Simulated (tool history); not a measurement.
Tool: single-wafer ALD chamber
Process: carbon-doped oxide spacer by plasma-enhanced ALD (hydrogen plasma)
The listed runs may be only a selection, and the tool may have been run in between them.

run,hour,heater temperature setpoint (°C),number of ALD cycles (cycles),mean film thickness on the monitor wafer (Å)
1,0,405,301,168.44
2,8.9,404,305,171.2
3,13.9,409,305,168.82
4,18.9,409,331,183.77
5,23.4,417,331,179.97
6,27.4,416,333,180.74
# hour 33.5: thermocouple changed; heater temperature recalibrated
7,33.5,415,335,180.75
8,39.8,414,337,182.78

Run 9 is up next; what results do you expect?
9,44.4,413,339,?

mean film thickness on the monitor wafer (Å): 184.02
